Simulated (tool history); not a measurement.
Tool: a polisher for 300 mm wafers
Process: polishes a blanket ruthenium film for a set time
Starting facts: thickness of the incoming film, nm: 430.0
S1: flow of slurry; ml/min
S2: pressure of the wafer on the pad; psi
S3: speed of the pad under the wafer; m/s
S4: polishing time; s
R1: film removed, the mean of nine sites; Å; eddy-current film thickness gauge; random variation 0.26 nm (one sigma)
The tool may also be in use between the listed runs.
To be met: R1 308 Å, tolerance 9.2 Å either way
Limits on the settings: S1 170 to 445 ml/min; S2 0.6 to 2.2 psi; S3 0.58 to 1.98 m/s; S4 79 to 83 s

{"run": 1, "hour": 0.0, "S1": 285, "S2": 1.4, "S3": 1.28, "S4": 79, "R1": 763.5}
{"run": 2, "hour": 3.9, "S1": 335, "S2": 1.4, "S3": 1.28, "S4": 79, "R1": 767.82}
{"run": 3, "hour": 9.2, "S1": 335, "S2": 1.2, "S3": 1.16, "S4": 79, "R1": 611.61}
{"run": 4, "hour": 12.3, "S1": 335, "S2": 1, "S3": 1.06, "S4": 79, "R1": 480.48}
{"run": 5, "hour": 16.1, "S1": 335, "S2": 1, "S3": 1.06, "S4": 83, "R1": 507.53}
{"run": 6, "hour": 22.4, "S1": 335, "S2": 0.9, "S3": 1, "S4": 83, "R1": 439.42}
{"run": 7, "hour": 30.0, "S1": 330, "S2": 0.8, "S3": 0.96, "S4": 83, "R1": 380.19}
{"run": 8, "hour": 37.0, "S1": 300, "S2": 0.8, "S3": 0.96, "S4": 83, "R1": 382.76}
{"run": 9, "hour": 45.2, "S1": 300, "S2": 0.8, "S3": 0.96, "S4": 83, "R1": 380.98}
{"run": 10, "hour": 51.0, "S1": 285, "S2": 0.7, "S3": 0.96, "S4": 83, "R1": 334.3}
{"run": 11, "hour": 54.4, "S1": 270, "S2": 0.7, "S3": 0.96, "S4": 83, "R1": 341.47}
{"run": 12, "hour": 61.7, "S1": 260, "S2": 0.7, "S3": 0.96, "S4": 83, "R1": 337.31}
{"run": 13, "hour": 68.0, "S1": 250, "S2": 0.7, "S3": 0.96, "S4": 83, "R1": 335.88}
{"run": 14, "hour": 74.0, "S1": 240, "S2": 0.7, "S3": 0.96, "S4": 83, "R1": 330.17}
{"run": 15, "hour": 78.8, "S1": 230, "S2": 0.7, "S3": 0.96, "S4": 83, "R1": 327.54}

Which single option among these 4 for the next run brings every result within its allowed miss of target? Just one does.
{"run": "A", "hour": 83.6, "S1": 230, "S2": 0.8, "S3": 0.96, "S4": 83, "R1": "?"}
{"run": "B", "hour": 83.6, "S1": 250, "S2": 0.6, "S3": 1.1, "S4": 83, "R1": "?"}
{"run": "C", "hour": 83.6, "S1": 225, "S2": 0.8, "S3": 0.82, "S4": 82, "R1": "?"}
{"run": "D", "hour": 83.6, "S1": 305, "S2": 0.9, "S3": 0.7, "S4": 79, "R1": "?"}

move=A R1=369.32
move=B R1=340.83
move=C R1=312.84
move=D R1=295.23
A: the biggest miss grows against the last run
B: the biggest miss grows against the last run
C: each result inside its tolerance
D: moves the result that the last run missed by most past its target, out the other side
The move that meets every target is C.
